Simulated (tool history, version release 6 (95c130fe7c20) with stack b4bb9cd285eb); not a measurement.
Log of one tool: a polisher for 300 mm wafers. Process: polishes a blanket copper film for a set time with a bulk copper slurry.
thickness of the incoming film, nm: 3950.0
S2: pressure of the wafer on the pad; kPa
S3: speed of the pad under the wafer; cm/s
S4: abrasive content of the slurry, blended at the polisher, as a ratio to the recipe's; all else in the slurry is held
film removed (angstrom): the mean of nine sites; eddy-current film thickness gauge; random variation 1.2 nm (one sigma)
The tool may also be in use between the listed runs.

{"run": 1, "hour": 0.0, "flow of slurry (ml/min)": 305, "S2": 11.7, "S3": 92, "S4": 1.0, "polishing time (s)": 73, "film removed (angstrom)": 3671.1}
{"run": 2, "hour": 8.1, "flow of slurry (ml/min)": 300, "S2": 9.7, "S3": 90, "S4": 1.0, "polishing time (s)": 73, "film removed (angstrom)": 3122.5}
{"run": 3, "hour": 13.6, "flow of slurry (ml/min)": 300, "S2": 8.3, "S3": 86, "S4": 1.0, "polishing time (s)": 73, "film removed (angstrom)": 2727.4}
{"run": 4, "hour": 16.0, "flow of slurry (ml/min)": 295, "S2": 7.6, "S3": 82, "S4": 1.0, "polishing time (s)": 73, "film removed (angstrom)": 2468.0}
{"run": 5, "hour": 25.1, "flow of slurry (ml/min)": 290, "S2": 6.9, "S3": 80, "S4": 1.0, "polishing time (s)": 73, "film removed (angstrom)": 2321.8}
{"run": 6, "hour": 28.0, "flow of slurry (ml/min)": 290, "S2": 9.0, "S3": 80, "S4": 1.0, "polishing time (s)": 73, "film removed (angstrom)": 2696.4}
{"run": 7, "hour": 32.4, "flow of slurry (ml/min)": 290, "S2": 9.0, "S3": 80, "S4": 1.0, "polishing time (s)": 73, "film removed (angstrom)": 2690.8}
{"run": 8, "hour": 37.7, "flow of slurry (ml/min)": 290, "S2": 8.3, "S3": 78, "S4": 1.0, "polishing time (s)": 73, "film removed (angstrom)": 2532.5}
{"run": 9, "hour": 43.3, "flow of slurry (ml/min)": 290, "S2": 7.6, "S3": 78, "S4": 1.0, "polishing time (s)": 73, "film removed (angstrom)": 2359.8}
{"run": 10, "hour": 49.1, "flow of slurry (ml/min)": 290, "S2": 6.9, "S3": 78, "S4": 1.0, "polishing time (s)": 73, "film removed (angstrom)": 2267.2}
{"run": 11, "hour": 56.0, "flow of slurry (ml/min)": 275, "S2": 5.5, "S3": 76, "S4": 1.0, "polishing time (s)": 73, "film removed (angstrom)": 1918.6}
{"run": 12, "hour": 56.8, "flow of slurry (ml/min)": 285, "S2": 5.5, "S3": 76, "S4": 1.0, "polishing time (s)": 73, "film removed (angstrom)": 1930.1}
{"run": 13, "hour": 63.8, "flow of slurry (ml/min)": 295, "S2": 5.5, "S3": 76, "S4": 1.0, "polishing time (s)": 73, "film removed (angstrom)": 1941.6}

Run 14 comes next. What will it give?
{"run": 14, "hour": 69.4, "flow of slurry (ml/min)": 295, "S2": 6.2, "S3": 76, "S4": 1.0, "polishing time (s)": 73, "film removed (angstrom)": "?"}

Run 14 gave film removed (angstrom) 2090.7.
